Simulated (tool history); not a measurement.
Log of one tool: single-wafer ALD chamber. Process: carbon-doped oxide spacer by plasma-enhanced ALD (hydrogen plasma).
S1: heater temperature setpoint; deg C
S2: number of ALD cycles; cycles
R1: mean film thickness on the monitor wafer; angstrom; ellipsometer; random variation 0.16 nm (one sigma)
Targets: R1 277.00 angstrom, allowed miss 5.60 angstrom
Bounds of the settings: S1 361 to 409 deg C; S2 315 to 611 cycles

run 1 hour=0.0 | S1=385 S2=463 | R1=233.98
run 2 hour=7.2 | S1=379 S2=463 | R1=235.28
run 3 hour=10.1 | S1=379 S2=471 | R1=238.53
run 4 hour=14.5 | S1=379 S2=513 | R1=261.58
run 5 hour=19.0 | S1=379 S2=516 | R1=260.32
run 6 hour=25.2 | S1=385 S2=516 | R1=261.72
run 7 hour=33.9 | S1=385 S2=519 | R1=263.13
run 8 hour=37.5 | S1=385 S2=522 | R1=263.52
run 9 hour=45.7 | S1=385 S2=522 | R1=265.34
run 10 hour=54.7 | S1=385 S2=524 | R1=262.60
run 11 hour=61.1 | S1=385 S2=527 | R1=265.72
run 12 hour=67.5 | S1=385 S2=529 | R1=267.78

4 next moves are on the table. One of them brings every result within its allowed miss. Which?
run A hour=73.9 | S1=391 S2=521 | R1=?
run B hour=73.9 | S1=389 S2=547 | R1=?
run C hour=73.9 | S1=384 S2=520 | R1=?
run D hour=73.9 | S1=383 S2=584 | R1=?

move=A R1=264.22
move=B R1=277.41
move=C R1=263.72
move=D R1=296.17
A: further off than the last run
B: meets every target
C: further off than the last run
D: takes the result that was furthest off past its target
Answer: B

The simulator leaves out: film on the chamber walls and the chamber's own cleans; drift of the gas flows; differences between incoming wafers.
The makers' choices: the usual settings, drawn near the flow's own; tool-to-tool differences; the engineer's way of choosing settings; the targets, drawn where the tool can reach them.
